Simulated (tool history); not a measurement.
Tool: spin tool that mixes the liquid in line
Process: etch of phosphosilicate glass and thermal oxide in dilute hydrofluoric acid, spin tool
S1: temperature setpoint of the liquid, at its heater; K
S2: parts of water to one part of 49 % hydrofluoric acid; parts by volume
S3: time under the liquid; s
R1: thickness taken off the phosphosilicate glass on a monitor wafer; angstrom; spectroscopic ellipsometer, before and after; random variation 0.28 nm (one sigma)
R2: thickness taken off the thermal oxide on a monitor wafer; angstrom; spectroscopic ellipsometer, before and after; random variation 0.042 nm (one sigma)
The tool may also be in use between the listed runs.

run 1 hour=0 | S1=294.15 S2=185 S3=30 | R1=256.11 R2=5.7596
run 2 hour=6.4 | S1=294.65 S2=185 S3=30 | R1=262.42 R2=5.7456
run 3 hour=12.5 | S1=295.15 S2=185 S3=30 | R1=266.97 R2=6.4211
run 4 hour=17.3 | S1=295.15 S2=215 S3=30 | R1=224.35 R2=4.7534
run 5 hour=26.3 | S1=298.65 S2=215 S3=30 | R1=254.4 R2=4.9346
run 6 hour=29.5 | S1=298.65 S2=210 S3=30 | R1=256.91 R2=5.5732

The next listed run, before its measurement:
run 7 hour=36 | S1=299.15 S2=205 S3=30 | R1=? R2=?

{"run 7": {"R1": 270.54, "R2": 6.2374}}
